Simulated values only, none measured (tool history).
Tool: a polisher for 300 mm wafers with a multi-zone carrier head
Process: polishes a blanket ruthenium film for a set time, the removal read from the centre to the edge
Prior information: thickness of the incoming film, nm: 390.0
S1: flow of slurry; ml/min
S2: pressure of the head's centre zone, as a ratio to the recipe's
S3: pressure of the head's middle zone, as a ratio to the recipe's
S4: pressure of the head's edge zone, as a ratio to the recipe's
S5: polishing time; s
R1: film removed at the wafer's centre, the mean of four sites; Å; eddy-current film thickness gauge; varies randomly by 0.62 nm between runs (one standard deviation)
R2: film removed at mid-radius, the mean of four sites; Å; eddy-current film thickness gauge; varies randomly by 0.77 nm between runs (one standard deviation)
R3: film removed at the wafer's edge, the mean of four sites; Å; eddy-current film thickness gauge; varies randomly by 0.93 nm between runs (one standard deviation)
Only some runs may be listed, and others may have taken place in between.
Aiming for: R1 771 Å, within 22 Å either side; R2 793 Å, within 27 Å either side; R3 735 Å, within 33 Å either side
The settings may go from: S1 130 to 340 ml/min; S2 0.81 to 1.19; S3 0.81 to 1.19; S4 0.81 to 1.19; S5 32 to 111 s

{"run": 1, "hour": 0.0, "S1": 220, "S2": 1, "S3": 1, "S4": 1, "S5": 71, "R1": 910.62, "R2": 913.36, "R3": 906.25}
{"run": 2, "hour": 7.7, "S1": 215, "S2": 0.99, "S3": 1, "S4": 0.96, "S5": 69, "R1": 858.3, "R2": 886.54, "R3": 837.97}
{"run": 3, "hour": 8.5, "S1": 205, "S2": 0.98, "S3": 0.98, "S4": 0.94, "S5": 69, "R1": 863.18, "R2": 873.74, "R3": 850.56}
{"run": 4, "hour": 13.4, "S1": 205, "S2": 0.98, "S3": 0.98, "S4": 0.94, "S5": 84, "R1": 1043.9, "R2": 1063.7, "R3": 1051.6}
{"run": 5, "hour": 18.1, "S1": 210, "S2": 0.97, "S3": 0.98, "S4": 0.92, "S5": 78, "R1": 966.32, "R2": 1000.9, "R3": 953.07}
{"run": 6, "hour": 22.8, "S1": 210, "S2": 1.03, "S3": 0.98, "S4": 0.92, "S5": 78, "R1": 1013.1, "R2": 994.11, "R3": 963.12}
{"run": 7, "hour": 28.6, "S1": 215, "S2": 1.01, "S3": 0.97, "S4": 0.9, "S5": 74, "R1": 938.43, "R2": 943.61, "R3": 902.57}
{"run": 8, "hour": 33.5, "S1": 210, "S2": 1, "S3": 0.96, "S4": 0.88, "S5": 71, "R1": 903.94, "R2": 891.04, "R3": 837.5}
{"run": 9, "hour": 39.4, "S1": 205, "S2": 0.97, "S3": 0.95, "S4": 0.87, "S5": 70, "R1": 857.14, "R2": 861.08, "R3": 841.31}

Of the 5 settings listed for the next run, only one would bring every result within its allowed miss of target. Which one?
{"run": "A", "hour": 45.3, "S1": 240, "S2": 0.96, "S3": 1.08, "S4": 0.84, "S5": 62, "R1": "?", "R2": "?", "R3": "?"}
{"run": "B", "hour": 45.3, "S1": 190, "S2": 0.98, "S3": 1.01, "S4": 0.85, "S5": 62, "R1": "?", "R2": "?", "R3": "?"}
{"run": "C", "hour": 45.3, "S1": 130, "S2": 0.85, "S3": 0.81, "S4": 1.03, "S5": 76, "R1": "?", "R2": "?", "R3": "?"}
{"run": "D", "hour": 45.3, "S1": 230, "S2": 1.09, "S3": 1, "S4": 0.81, "S5": 55, "R1": "?", "R2": "?", "R3": "?"}
{"run": "E", "hour": 45.3, "S1": 220, "S2": 1.15, "S3": 1.1, "S4": 0.81, "S5": 56, "R1": "?", "R2": "?", "R3": "?"}

move=A R1=772.92 R2=872.48 R3=750.12
move=B R1=767.39 R2=804.11 R3=741.16
move=C R1=772.3 R2=783.82 R3=963.6
move=D R1=775.13 R2=721.48 R3=653.51
move=E R1=829.34 R2=792.76 R3=662.26
A: the furthest-off result lands on target, but another misses its tolerance
B: in spec on every target
C: the furthest-off result lands on target, but another misses its tolerance
D: the furthest-off result lands on target, but another misses its tolerance
E: gains on the last run, yet a result remains outside its allowed miss
Move B is the one to make.
